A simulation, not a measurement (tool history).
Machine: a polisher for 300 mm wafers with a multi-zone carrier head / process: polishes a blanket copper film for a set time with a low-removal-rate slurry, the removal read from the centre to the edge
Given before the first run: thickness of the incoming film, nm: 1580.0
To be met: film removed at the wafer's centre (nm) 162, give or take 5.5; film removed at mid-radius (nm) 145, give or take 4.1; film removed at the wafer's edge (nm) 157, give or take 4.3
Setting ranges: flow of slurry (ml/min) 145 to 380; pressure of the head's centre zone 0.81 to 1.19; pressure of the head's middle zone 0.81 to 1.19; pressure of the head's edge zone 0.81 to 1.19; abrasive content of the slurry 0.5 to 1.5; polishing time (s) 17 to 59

run  hour  flow of slurry (ml/min)  pressure of the head's centre zone  pressure of the head's middle zone  pressure of the head's edge zone  abrasive content of the slurry  polishing time (s)  film removed at the wafer's centre (nm)  film removed at mid-radius (nm)  film removed at the wafer's edge (nm)
  1     0                      245                                   1                                   1                                 1                               1                  38                                   167.57                            164.5                                 165.49
  2   1.2                      240                                   1                                0.99                                 1                               1                  38                                   167.57                           162.03                                 159.83
  3   2.3                      235                                   1                                0.98                              1.01                               1                  38                                    163.5                           159.53                                 163.92
  4   4.5                      235                                   1                                0.98                              1.01                               1                  31                                   136.83                           131.55                                    134
  5  13.1                      235                                   1                                0.98                              1.06                               1                  31                                   133.55                           130.11                                 136.82
  6  14.2                      245                                1.01                                0.98                              1.07                            1.05                  31                                   140.27                           133.64                                 138.29
  7  20.8                      250                                1.01                                0.98                              1.08                            1.05                  31                                   142.09                           132.73                                 138.97
  8  21.4                      255                                1.01                                0.98                              1.09                            1.05                  31                                   143.15                           134.58                                 140.73
  9  29.6                      265                                1.01                                0.98                               1.1                            1.05                  31                                    141.2                            134.3                                 142.07
 10  33.7                      265                                1.01                                0.98                               1.1                            1.05                  31                                   140.75                           134.45                                  143.6
 11  39.3                      275                                1.02                                0.98                               1.1                            1.05                  31                                   142.92                           136.02                                 142.08
 12  40.2                      275                                1.02                                0.98                               1.1                            1.05                  31                                   143.79                           136.11                                 143.17

5 next moves are on the table. One of them brings every result within its allowed miss. Which?
  A  41.1                      235                                1.04                                0.91                              1.07                            1.15                  32                                        ?                                ?                                      ?
  B  41.1                      255                                1.03                                0.93                              1.08                             1.3                  33                                        ?                                ?                                      ?
  C  41.1                      245                                1.11                                1.03                              1.13                             1.3                  30                                        ?                                ?                                      ?
  D  41.1                      330                                 0.9                                0.97                              1.12                             0.9                  37                                        ?                                ?                                      ?
  E  41.1                      275                                1.19                                0.86                              1.13                            1.45                  29                                        ?                                ?                                      ?

move  film removed at the wafer's centre (nm)  film removed at mid-radius (nm)  film removed at the wafer's edge (nm)
   A                                   151.42                           132.53                                  144.9
   B                                   161.59                            144.9                                 156.21
   C                                   157.59                           141.31                                 144.58
   D                                   148.11                           156.54                                 165.37
   E                                   170.56                           124.78                                 145.61
A: gains on the last run, yet a result remains outside its allowed miss
B: all results land within tolerance of their targets
C: gets the furthest-off result to its target, but another result is out of tolerance
D: gains on the last run, yet a result remains outside its allowed miss
E: pushes the last run's worst result past its target
Go with B: it meets all targets.
